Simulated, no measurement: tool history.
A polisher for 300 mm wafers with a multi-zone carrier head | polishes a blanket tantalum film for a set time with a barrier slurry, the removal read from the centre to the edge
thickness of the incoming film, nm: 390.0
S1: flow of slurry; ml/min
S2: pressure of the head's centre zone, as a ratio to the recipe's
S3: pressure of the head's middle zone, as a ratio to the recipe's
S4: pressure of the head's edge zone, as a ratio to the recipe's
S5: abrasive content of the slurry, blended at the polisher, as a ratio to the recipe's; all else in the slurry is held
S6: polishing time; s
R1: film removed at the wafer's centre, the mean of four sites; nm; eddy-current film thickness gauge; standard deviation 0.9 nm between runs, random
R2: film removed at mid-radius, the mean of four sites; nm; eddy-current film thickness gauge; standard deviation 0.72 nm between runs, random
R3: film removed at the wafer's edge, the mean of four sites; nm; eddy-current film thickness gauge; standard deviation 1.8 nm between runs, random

Run 1, hour 0.0: S1 125 ml/min, S2 1.00, S3 1.00, S4 1.00, S5 1.00, S6 69 s. Result: R1 89.789 nm, R2 92.836 nm, R3 93.129 nm.
Run 2, hour 4.2: S1 125 ml/min, S2 1.00, S3 1.00, S4 1.00, S5 1.00, S6 82 s. Result: R1 107.510 nm, R2 109.280 nm, R3 110.220 nm.
Run 3, hour 12.0: S1 125 ml/min, S2 1.00, S3 1.00, S4 1.00, S5 1.20, S6 82 s. Result: R1 111.690 nm, R2 113.810 nm, R3 113.140 nm.
Run 4, hour 17.6: S1 125 ml/min, S2 1.00, S3 1.00, S4 1.00, S5 1.20, S6 95 s. Result: R1 128.920 nm, R2 133.160 nm, R3 134.710 nm.
Run 5, hour 21.7: S1 115 ml/min, S2 1.02, S3 0.95, S4 0.98, S5 1.15, S6 95 s. Result: R1 129.020 nm, R2 123.590 nm, R3 126.980 nm.
Run 6, hour 22.2: S1 105 ml/min, S2 1.03, S3 0.91, S4 1.00, S5 1.15, S6 95 s. Result: R1 126.040 nm, R2 116.980 nm, R3 130.290 nm.
Run 7, hour 25.1: S1 100 ml/min, S2 1.04, S3 0.89, S4 0.98, S5 1.15, S6 95 s. Result: R1 127.290 nm, R2 113.750 nm, R3 131.520 nm.

Run 8 is up next; what results do you expect?
Run 8, hour 29.2: S1 95 ml/min, S2 1.05, S3 0.88, S4 0.95, S5 1.10, S6 95 s. Result: R1 ?, R2 ?, R3 ?.

Run 8 yielded R1 125.250 nm, R2 109.420 nm, R3 125.080 nm.
